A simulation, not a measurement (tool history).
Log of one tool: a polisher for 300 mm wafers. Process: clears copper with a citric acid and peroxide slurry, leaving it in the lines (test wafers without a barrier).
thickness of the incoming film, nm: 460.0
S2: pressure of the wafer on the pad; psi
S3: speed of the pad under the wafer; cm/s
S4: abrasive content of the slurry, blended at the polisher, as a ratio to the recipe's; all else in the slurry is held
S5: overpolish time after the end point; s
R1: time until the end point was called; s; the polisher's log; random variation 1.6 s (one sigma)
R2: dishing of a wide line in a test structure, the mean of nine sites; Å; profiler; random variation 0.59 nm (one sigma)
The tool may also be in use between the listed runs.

Run 1, day 0: flow of slurry (ml/min) 260, S2 2.9 psi, S3 130 cm/s, S4 1, S5 28 s. Result: R1 195.75 s, R2 373.37 Å.
Run 2, day 0.3: flow of slurry (ml/min) 260, S2 2.9 psi, S3 144 cm/s, S4 1, S5 28 s. Result: R1 177.4 s, R2 390.38 Å.
Run 3, day 0.388: flow of slurry (ml/min) 260, S2 2.9 psi, S3 132 cm/s, S4 1, S5 28 s. Result: R1 191.35 s, R2 370.93 Å.
Run 4, day 0.654: flow of slurry (ml/min) 260, S2 3 psi, S3 132 cm/s, S4 1, S5 29 s. Result: R1 183.12 s, R2 387.56 Å.
Run 5, day 0.746: flow of slurry (ml/min) 260, S2 3.1 psi, S3 132 cm/s, S4 1, S5 30 s. Result: R1 177.48 s, R2 409.94 Å.
Run 6, day 0.988: flow of slurry (ml/min) 260, S2 3.2 psi, S3 132 cm/s, S4 1, S5 31 s. Result: R1 175.15 s, R2 414.33 Å.
Run 7, day 1.288: flow of slurry (ml/min) 260, S2 3.3 psi, S3 132 cm/s, S4 1, S5 32 s. Result: R1 167.07 s, R2 441.51 Å.
Run 8, day 1.421: flow of slurry (ml/min) 260, S2 3.4 psi, S3 132 cm/s, S4 1, S5 33 s. Result: R1 161.13 s, R2 456.96 Å.
Run 9, day 1.767: flow of slurry (ml/min) 260, S2 3.5 psi, S3 132 cm/s, S4 1, S5 34 s. Result: R1 158.65 s, R2 478.38 Å.

The next listed run, before its measurement:
Run 10, day 1.867: flow of slurry (ml/min) 260, S2 3.6 psi, S3 132 cm/s, S4 1, S5 34 s. Result: R1 ?, R2 ?.

R1: 154.92 s
R2: 472.9 Å
